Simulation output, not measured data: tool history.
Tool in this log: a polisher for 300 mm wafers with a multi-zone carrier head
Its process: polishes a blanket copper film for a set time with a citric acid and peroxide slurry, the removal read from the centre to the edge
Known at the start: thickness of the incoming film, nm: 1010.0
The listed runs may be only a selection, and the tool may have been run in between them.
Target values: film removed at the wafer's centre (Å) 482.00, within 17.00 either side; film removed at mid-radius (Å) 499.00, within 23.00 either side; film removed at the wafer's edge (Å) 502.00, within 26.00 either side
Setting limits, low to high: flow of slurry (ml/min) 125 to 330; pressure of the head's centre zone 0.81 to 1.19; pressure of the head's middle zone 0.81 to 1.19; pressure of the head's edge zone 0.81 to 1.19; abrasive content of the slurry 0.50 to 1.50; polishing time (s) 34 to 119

run,hour,flow of slurry (ml/min),pressure of the head's centre zone,pressure of the head's middle zone,pressure of the head's edge zone,abrasive content of the slurry,polishing time (s),film removed at the wafer's centre (Å),film removed at mid-radius (Å),film removed at the wafer's edge (Å)
1,0.0,210,1.00,1.00,1.00,1.00,76,1207.50,1189.10,1161.20
2,7.1,210,0.95,1.00,1.00,1.00,76,1126.90,1159.70,1157.40
3,8.9,190,0.93,0.98,0.95,0.90,66,908.30,977.56,920.65
4,14.9,190,0.98,0.98,0.95,0.90,66,953.18,983.66,953.10
5,22.7,145,0.98,0.98,0.95,0.90,66,936.08,929.96,925.43
6,30.6,125,0.98,0.98,0.95,0.90,66,927.77,943.20,925.65
7,34.2,125,0.97,0.95,0.93,0.80,58,792.67,791.98,775.31
8,39.1,125,0.94,0.92,0.93,0.75,53,683.07,685.39,701.54
9,41.4,130,0.92,0.90,0.91,0.70,50,623.12,635.01,641.79
10,44.0,130,0.91,0.88,0.89,0.65,48,588.33,595.09,612.33
11,50.6,140,0.89,0.89,0.84,0.50,34,389.39,396.52,388.68
12,52.9,140,0.90,0.91,0.88,0.55,34,400.96,413.23,420.82
13,54.8,140,0.91,0.92,0.89,0.60,34,413.94,420.53,414.10
14,60.0,140,0.90,0.92,0.90,0.65,34,410.45,433.48,427.96
15,60.6,140,0.91,0.92,0.91,0.70,34,424.17,448.85,437.10
16,61.6,140,0.92,0.91,0.92,0.75,34,433.43,434.53,452.14
17,68.8,140,0.93,0.93,0.93,0.80,35,455.94,467.45,476.13

4 next moves are on the table. One of them brings every result within its allowed miss. Which?
A,76.0,160,0.82,1.02,0.96,1.05,35,?,?,?
B,76.0,140,0.92,1.08,0.85,0.75,39,?,?,?
C,76.0,160,0.89,0.88,0.89,0.85,37,?,?,?
D,76.0,160,0.91,1.01,0.93,0.75,35,?,?,?

move,film removed at the wafer's centre (Å),film removed at mid-radius (Å),film removed at the wafer's edge (Å)
A,448.91,544.64,520.40
B,507.42,571.33,501.91
C,486.60,507.39,505.83
D,456.47,500.18,473.55
A: misses by more than the last run did
B: takes the biggest miss from the last run beyond its target
C: each result inside its tolerance
D: roughly where the last run was
The right move is C.

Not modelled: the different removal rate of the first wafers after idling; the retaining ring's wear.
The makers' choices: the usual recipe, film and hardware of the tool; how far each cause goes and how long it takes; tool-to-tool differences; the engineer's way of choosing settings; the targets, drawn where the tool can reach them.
